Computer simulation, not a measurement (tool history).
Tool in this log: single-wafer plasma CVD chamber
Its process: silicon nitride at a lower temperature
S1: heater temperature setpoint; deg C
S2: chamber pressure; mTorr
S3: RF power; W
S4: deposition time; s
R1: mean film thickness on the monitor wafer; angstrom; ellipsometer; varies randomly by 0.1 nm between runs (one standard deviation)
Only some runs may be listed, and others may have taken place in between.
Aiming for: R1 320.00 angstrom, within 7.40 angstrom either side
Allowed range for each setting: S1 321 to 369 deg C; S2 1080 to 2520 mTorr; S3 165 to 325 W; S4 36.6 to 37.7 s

run 1 day=0.000 | S1=345 S2=1800 S3=245 S4=36.6 | R1=383.65
run 2 day=0.358 | S1=345 S2=1800 S3=245 S4=36.6 | R1=383.41
run 3 day=0.588 | S1=345 S2=1670 S3=235 S4=36.6 | R1=366.82
run 4 day=0.642 | S1=345 S2=1580 S3=225 S4=36.6 | R1=352.68
run 5 day=0.750 | S1=335 S2=1580 S3=225 S4=36.6 | R1=354.41
run 6 day=1.121 | S1=335 S2=1500 S3=220 S4=36.6 | R1=345.34
run 7 day=1.367 | S1=335 S2=1430 S3=215 S4=36.6 | R1=336.32
run 8 day=1.583 | S1=335 S2=1380 S3=215 S4=36.6 | R1=335.14
run 9 day=1.933 | S1=335 S2=1330 S3=215 S4=36.6 | R1=334.64

4 candidate next runs follow, results not yet known. Just one meets every target within its allowed miss. Identify it.
run A day=2.283 | S1=331 S2=1480 S3=200 S4=36.6 | R1=?
run B day=2.283 | S1=336 S2=1800 S3=195 S4=37.7 | R1=?
run C day=2.283 | S1=330 S2=1180 S3=220 S4=37.5 | R1=?
run D day=2.283 | S1=333 S2=1290 S3=215 S4=37.7 | R1=?

move=A R1=320.77
move=B R1=333.50
move=C R1=342.17
move=D R1=341.93
A: meets every target
B: nearer the targets than the last run, but a result is still out of spec
C: further off than the last run
D: further off than the last run
Go with A: it meets all targets.

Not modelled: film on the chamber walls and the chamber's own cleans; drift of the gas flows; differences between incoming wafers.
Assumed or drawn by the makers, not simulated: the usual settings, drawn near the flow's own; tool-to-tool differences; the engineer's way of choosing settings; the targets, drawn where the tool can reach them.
